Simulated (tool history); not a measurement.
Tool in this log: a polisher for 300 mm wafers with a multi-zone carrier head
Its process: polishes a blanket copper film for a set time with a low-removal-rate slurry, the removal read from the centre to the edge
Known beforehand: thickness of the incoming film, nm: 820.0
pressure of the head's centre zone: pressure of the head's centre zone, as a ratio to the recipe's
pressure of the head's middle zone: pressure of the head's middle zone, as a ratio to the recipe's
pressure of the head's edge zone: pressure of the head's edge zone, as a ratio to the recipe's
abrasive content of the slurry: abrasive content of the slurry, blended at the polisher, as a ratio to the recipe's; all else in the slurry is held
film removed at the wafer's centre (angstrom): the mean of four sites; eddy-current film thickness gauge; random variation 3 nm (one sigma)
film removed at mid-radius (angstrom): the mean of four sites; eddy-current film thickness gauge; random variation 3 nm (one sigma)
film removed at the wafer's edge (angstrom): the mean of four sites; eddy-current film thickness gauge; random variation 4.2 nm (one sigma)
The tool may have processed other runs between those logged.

run,hour,flow of slurry (ml/min),pressure of the head's centre zone,pressure of the head's middle zone,pressure of the head's edge zone,abrasive content of the slurry,polishing time (s),film removed at the wafer's centre (angstrom),film removed at mid-radius (angstrom),film removed at the wafer's edge (angstrom)
1,0,265,1,1,1,1,72,2720.5,2853.9,2975.9
2,2.3,265,1,0.94,1,1,72,2689.9,2688.5,2904.3
3,5,265,1,0.91,1,1,72,2670.7,2649,2935
4,8.7,265,1.06,0.91,1,1,72,2829.2,2645.6,2957.5
5,14.2,265,1.06,0.91,1,1.15,72,2985.8,2750.7,3060.5
6,20.4,265,1.05,0.94,1.02,1.2,73,3035,2876.3,3195.2
7,21,270,1.04,0.97,1.04,1.25,73,3027,3046.6,3267.3
8,24.1,270,1.04,0.98,1.06,1.3,74,3151.1,3117.8,3397.6
# hour 30.6: centre zone pressure recalibrated
9,30.6,275,1.03,1,1.08,1.35,74,3458.6,3228.3,3441.6

Predict the results of run 10:
10,37.6,260,1,1,1.07,1.35,76,?,?,?

film removed at the wafer's centre (angstrom): 3395.8
film removed at mid-radius (angstrom): 3289.5
film removed at the wafer's edge (angstrom): 3494.7

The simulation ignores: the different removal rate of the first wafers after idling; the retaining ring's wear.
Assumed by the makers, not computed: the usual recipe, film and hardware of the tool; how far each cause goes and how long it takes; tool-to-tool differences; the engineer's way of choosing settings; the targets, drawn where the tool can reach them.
